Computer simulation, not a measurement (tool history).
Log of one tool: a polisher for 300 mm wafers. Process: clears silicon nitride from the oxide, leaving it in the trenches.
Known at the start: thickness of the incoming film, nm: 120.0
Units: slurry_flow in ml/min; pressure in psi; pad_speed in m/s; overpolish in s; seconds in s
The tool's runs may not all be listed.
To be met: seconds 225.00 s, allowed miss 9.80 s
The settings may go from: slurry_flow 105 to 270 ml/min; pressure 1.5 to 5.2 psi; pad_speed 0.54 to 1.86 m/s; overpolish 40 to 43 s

run	day	slurry_flow	pressure	pad_speed	overpolish	seconds
1	0.000	175	3.3	1.18	40	104.63
2	0.312	200	3.3	1.18	40	102.35
3	0.638	200	2.9	1.18	40	116.26
4	0.758	225	2.9	1.18	40	114.21
5	0.933	225	2.5	1.10	40	141.64
6	1.133	225	2.2	1.06	40	163.62
7	1.242	225	2.0	1.04	40	185.23
8	1.358	215	1.9	1.04	40	199.75
9	1.725	205	1.9	1.04	40	197.73
10	1.808	205	1.5	1.02	40	251.44
11	2.146	215	1.5	1.02	40	247.20
12	2.488	225	1.8	1.02	40	207.08
13	2.533	220	1.8	1.02	40	209.44
14	2.621	210	1.6	1.02	40	237.59

5 next moves are on the table. One of them brings every result within its allowed miss. Which?
A	2.708	265	1.7	1.12	40	?
B	2.708	230	1.5	1.14	40	?
C	2.708	255	2.0	0.96	43	?
D	2.708	220	1.5	0.96	43	?
E	2.708	215	2.2	0.88	41	?

move	seconds
A	196.70
B	220.92
C	196.49
D	262.24
E	199.01
A: takes the result that was furthest off past its target
B: meets every target
C: takes the result that was furthest off past its target
D: further off than the last run
E: takes the result that was furthest off past its target
The right move is B.

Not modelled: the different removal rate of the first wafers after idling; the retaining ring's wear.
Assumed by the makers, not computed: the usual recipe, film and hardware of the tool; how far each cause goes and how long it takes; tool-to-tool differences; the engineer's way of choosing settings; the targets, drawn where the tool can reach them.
